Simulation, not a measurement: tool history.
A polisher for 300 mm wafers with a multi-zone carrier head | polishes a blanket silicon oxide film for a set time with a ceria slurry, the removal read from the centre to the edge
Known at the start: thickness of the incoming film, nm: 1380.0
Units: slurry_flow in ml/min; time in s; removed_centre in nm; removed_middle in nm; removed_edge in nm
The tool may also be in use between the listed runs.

| run | hour | slurry_flow | centre_zone | middle_zone | edge_zone | time | removed_centre | removed_middle | removed_edge |
|---|---|---|---|---|---|---|---|---|---|
| 1 | 0 | 125 | 1 | 1 | 1 | 57 | 241.75 | 259.85 | 267.88 |
| 2 | 3.2 | 135 | 1.03 | 1.01 | 1.03 | 59 | 269.28 | 277.44 | 286.88 |
| 3 | 5.3 | 135 | 0.98 | 1.01 | 1.03 | 59 | 252.43 | 271.85 | 284.12 |
| 4 | 11.2 | 140 | 1.01 | 1.02 | 1.05 | 61 | 271.72 | 289.25 | 293.88 |
| 5 | 14.4 | 145 | 1.03 | 1.01 | 1.06 | 63 | 287.01 | 295.56 | 309.36 |
| 6 | 20.2 | 145 | 1.03 | 1.01 | 1.12 | 63 | 280.53 | 297.36 | 325.26 |
| 7 | 21.1 | 150 | 1.06 | 1.02 | 1.13 | 64 | 300.71 | 305.13 | 326.65 |

Run 8 comes next. What will it give?
| 8 | 25.1 | 155 | 1.07 | 1.03 | 1.14 | 65 | ? | ? | ? |

Run 8 gave removed_centre 315.28 nm, removed_middle 316.22 nm, removed_edge 337.55 nm.
